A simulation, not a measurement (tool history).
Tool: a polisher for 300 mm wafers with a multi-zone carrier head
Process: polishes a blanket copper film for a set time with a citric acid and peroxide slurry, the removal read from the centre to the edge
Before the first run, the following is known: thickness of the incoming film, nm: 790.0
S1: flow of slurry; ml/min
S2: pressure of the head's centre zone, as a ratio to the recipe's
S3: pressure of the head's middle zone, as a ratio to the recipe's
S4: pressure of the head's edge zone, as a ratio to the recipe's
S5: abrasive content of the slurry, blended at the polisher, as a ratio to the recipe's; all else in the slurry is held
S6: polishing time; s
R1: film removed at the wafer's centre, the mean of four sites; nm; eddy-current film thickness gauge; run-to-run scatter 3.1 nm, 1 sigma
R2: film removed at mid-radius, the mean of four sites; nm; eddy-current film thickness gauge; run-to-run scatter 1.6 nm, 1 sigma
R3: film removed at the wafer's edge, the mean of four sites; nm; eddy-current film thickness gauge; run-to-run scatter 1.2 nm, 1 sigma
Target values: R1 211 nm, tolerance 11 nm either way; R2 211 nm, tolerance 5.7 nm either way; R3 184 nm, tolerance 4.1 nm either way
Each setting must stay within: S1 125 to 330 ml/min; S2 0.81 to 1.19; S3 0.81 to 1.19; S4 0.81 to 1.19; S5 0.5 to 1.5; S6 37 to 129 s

| run | hour | S1 | S2 | S3 | S4 | S5 | S6 | R1 | R2 | R3 |
|---|---|---|---|---|---|---|---|---|---|---|
| 1 | 0 | 210 | 1 | 1 | 1 | 1 | 83 | 208.38 | 207.05 | 205.01 |
| 2 | 1.6 | 205 | 1.01 | 1.01 | 0.98 | 1 | 83 | 206.99 | 211.85 | 201.28 |
| 3 | 4.9 | 205 | 1.01 | 1.01 | 0.98 | 1 | 100 | 256.82 | 254 | 243.32 |
| 4 | 7.3 | 200 | 1.01 | 1.01 | 0.96 | 0.95 | 99 | 239.87 | 245.62 | 232.12 |
| 5 | 10.4 | 200 | 1.01 | 1.01 | 0.96 | 1.15 | 99 | 253.28 | 262.4 | 246.78 |
| 6 | 17 | 165 | 1.01 | 1.01 | 0.96 | 1.15 | 99 | 249.68 | 255.41 | 243.75 |
| 7 | 18.8 | 165 | 1.01 | 1.01 | 0.96 | 1.15 | 99 | 254.1 | 253.95 | 245.53 |
| 8 | 24.7 | 175 | 1.05 | 1.06 | 0.86 | 0.9 | 89 | 214.33 | 223.59 | 191.83 |
| 9 | 25.8 | 170 | 1.05 | 1.06 | 0.85 | 0.9 | 89 | 212.87 | 223.4 | 191.35 |
|  | 29.1 | worn pad replaced by a new one |
| 10 | 29.1 | 160 | 1.06 | 1.04 | 0.83 | 0.9 | 89 | 228.29 | 238.23 | 203.2 |

Exactly one of the 5 candidate moves below puts every result within its allowed miss. Which one?
| A | 32.4 | 215 | 1.19 | 1.04 | 0.81 | 1.1 | 74 | ? | ? | ? |
| B | 32.4 | 145 | 0.82 | 1.02 | 0.88 | 0.65 | 108 | ? | ? | ? |
| C | 32.4 | 125 | 0.81 | 1.1 | 0.83 | 0.9 | 94 | ? | ? | ? |
| D | 32.4 | 135 | 1.13 | 1.1 | 0.92 | 1.15 | 72 | ? | ? | ? |
| E | 32.4 | 150 | 1.16 | 0.99 | 0.88 | 0.9 | 90 | ? | ? | ? |

| move | R1 | R2 | R3 |
|---|---|---|---|
| A | 235.16 | 215.9 | 181.92 |
| B | 201.07 | 247.69 | 222.4 |
| C | 191.25 | 254.11 | 209.21 |
| D | 209.75 | 212.18 | 182.82 |
| E | 251.07 | 227 | 209.19 |
A: puts the biggest miss on target and leaves a different result outside tolerance
B: its largest miss is bigger than the last run's
C: its largest miss is bigger than the last run's
D: in spec on every target
E: its largest miss is bigger than the last run's
Move D is the one to make.
